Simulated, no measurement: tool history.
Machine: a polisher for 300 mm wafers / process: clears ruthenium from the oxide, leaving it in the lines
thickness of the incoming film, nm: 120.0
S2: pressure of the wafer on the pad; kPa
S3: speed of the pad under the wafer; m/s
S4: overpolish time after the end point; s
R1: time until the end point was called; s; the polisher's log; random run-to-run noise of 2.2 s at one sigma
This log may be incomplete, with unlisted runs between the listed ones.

run 1 hour=0.0 | flow_of_slurry_(ml/min)=255 S2=14.5 S3=0.82 S4=31 | R1=145.08
run 2 hour=5.4 | flow_of_slurry_(ml/min)=255 S2=12.4 S3=0.82 S4=31 | R1=158.80
run 3 hour=14.1 | flow_of_slurry_(ml/min)=255 S2=12.4 S3=1.00 S4=31 | R1=130.90
run 4 hour=22.7 | flow_of_slurry_(ml/min)=255 S2=12.4 S3=1.00 S4=31 | R1=130.48
run 5 hour=28.8 | flow_of_slurry_(ml/min)=255 S2=13.8 S3=1.00 S4=31 | R1=121.51
run 6 hour=35.2 | flow_of_slurry_(ml/min)=255 S2=13.8 S3=1.00 S4=31 | R1=121.85

Run 7 is up next; what results do you expect?
run 7 hour=41.9 | flow_of_slurry_(ml/min)=250 S2=11.7 S3=0.92 S4=31 | R1=?

Run 7 gave R1 145.35 s.
